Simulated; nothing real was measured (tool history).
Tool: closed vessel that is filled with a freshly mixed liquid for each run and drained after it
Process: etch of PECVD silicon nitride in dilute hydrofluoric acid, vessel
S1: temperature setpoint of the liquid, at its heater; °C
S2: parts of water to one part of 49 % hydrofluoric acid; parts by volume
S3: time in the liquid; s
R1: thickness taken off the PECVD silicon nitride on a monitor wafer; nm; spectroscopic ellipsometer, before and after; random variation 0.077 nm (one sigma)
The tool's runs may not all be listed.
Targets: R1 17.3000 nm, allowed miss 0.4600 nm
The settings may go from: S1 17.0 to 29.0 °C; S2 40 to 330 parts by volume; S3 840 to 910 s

| run | hour | S1 | S2 | S3 | R1 |
|---|---|---|---|---|---|
| 1 | 0.0 | 21.0 | 185 | 840 | 9.4502 |
| 2 | 7.1 | 19.0 | 185 | 840 | 8.2449 |
| 3 | 15.7 | 22.0 | 180 | 840 | 10.3470 |
| 4 | 22.7 | 22.0 | 180 | 910 | 11.1680 |
| 5 | 23.7 | 24.0 | 180 | 910 | 12.7200 |
| 6 | 29.1 | 24.0 | 180 | 910 | 12.8330 |
| 7 | 38.5 | 25.5 | 180 | 910 | 14.0340 |
| 8 | 46.0 | 26.5 | 180 | 910 | 14.8690 |
| 9 | 47.9 | 27.0 | 180 | 910 | 15.4560 |
| 10 | 53.6 | 27.5 | 180 | 910 | 15.8750 |
| 11 | 59.3 | 28.0 | 180 | 910 | 16.4170 |

4 next moves are on the table. One of them brings every result within its allowed miss. Which?
| A | 65.0 | 27.0 | 155 | 870 | ? |
| B | 65.0 | 28.5 | 175 | 850 | ? |
| C | 65.0 | 29.0 | 180 | 840 | ? |
| D | 65.0 | 25.5 | 140 | 840 | ? |

| move | R1 |
|---|---|
| A | 17.0980 |
| B | 16.2260 |
| C | 16.0680 |
| D | 16.6180 |
A: meets every target
B: further off than the last run
C: further off than the last run
D: nearer than the last run, and not there yet
The right move is A.
